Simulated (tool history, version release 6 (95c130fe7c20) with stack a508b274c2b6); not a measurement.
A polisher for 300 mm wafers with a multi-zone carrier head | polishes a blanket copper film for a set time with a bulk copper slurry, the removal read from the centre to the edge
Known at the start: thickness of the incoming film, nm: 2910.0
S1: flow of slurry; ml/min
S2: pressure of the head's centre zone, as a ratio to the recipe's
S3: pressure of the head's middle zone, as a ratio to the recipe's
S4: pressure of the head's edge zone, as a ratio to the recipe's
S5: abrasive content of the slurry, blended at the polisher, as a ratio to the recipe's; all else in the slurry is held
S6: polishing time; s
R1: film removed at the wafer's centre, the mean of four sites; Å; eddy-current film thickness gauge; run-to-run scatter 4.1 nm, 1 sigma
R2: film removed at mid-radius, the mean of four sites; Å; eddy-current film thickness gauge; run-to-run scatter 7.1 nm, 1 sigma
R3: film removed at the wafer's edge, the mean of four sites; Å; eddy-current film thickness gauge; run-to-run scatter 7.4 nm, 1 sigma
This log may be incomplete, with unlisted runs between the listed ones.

Run 1, hour 0: S1 290 ml/min, S2 1, S3 1, S4 1, S5 1, S6 73 s. Result: R1 7800.2 Å, R2 7818.8 Å, R3 7974.1 Å.
Run 2, hour 3.8: S1 290 ml/min, S2 0.92, S3 1, S4 1, S5 1, S6 73 s. Result: R1 7180.2 Å, R2 7677.8 Å, R3 8111.7 Å.
Run 3, hour 9.4: S1 260 ml/min, S2 0.92, S3 1, S4 1, S5 1, S6 73 s. Result: R1 7151.7 Å, R2 7677.1 Å, R3 7854.1 Å.
Run 4, hour 11: S1 200 ml/min, S2 0.92, S3 1, S4 1, S5 1, S6 73 s. Result: R1 6883.1 Å, R2 7421.3 Å, R3 7655.8 Å.
Run 5, hour 15.7: S1 200 ml/min, S2 0.91, S3 1.01, S4 1, S5 1, S6 73 s. Result: R1 6769.1 Å, R2 7543.4 Å, R3 7756.4 Å.
Run 6, hour 23.7: S1 200 ml/min, S2 0.91, S3 1.01, S4 1.06, S5 1, S6 73 s. Result: R1 6843.7 Å, R2 7464 Å, R3 7825.8 Å.
Run 7, hour 31.7: S1 200 ml/min, S2 0.9, S3 1.02, S4 1.05, S5 1, S6 73 s. Result: R1 6714 Å, R2 7537.2 Å, R3 7822.3 Å.
Run 8, hour 39.4: S1 200 ml/min, S2 0.89, S3 1.03, S4 1.04, S5 1, S6 73 s. Result: R1 6684.5 Å, R2 7690.2 Å, R3 7773.7 Å.

The next listed run, before its measurement:
Run 9, hour 40.9: S1 200 ml/min, S2 0.88, S3 1.03, S4 1.04, S5 1, S6 73 s. Result: R1 ?, R2 ?, R3 ?.

{"run 9": {"R1": 6562.5, "R2": 7612.2, "R3": 7936.9}}
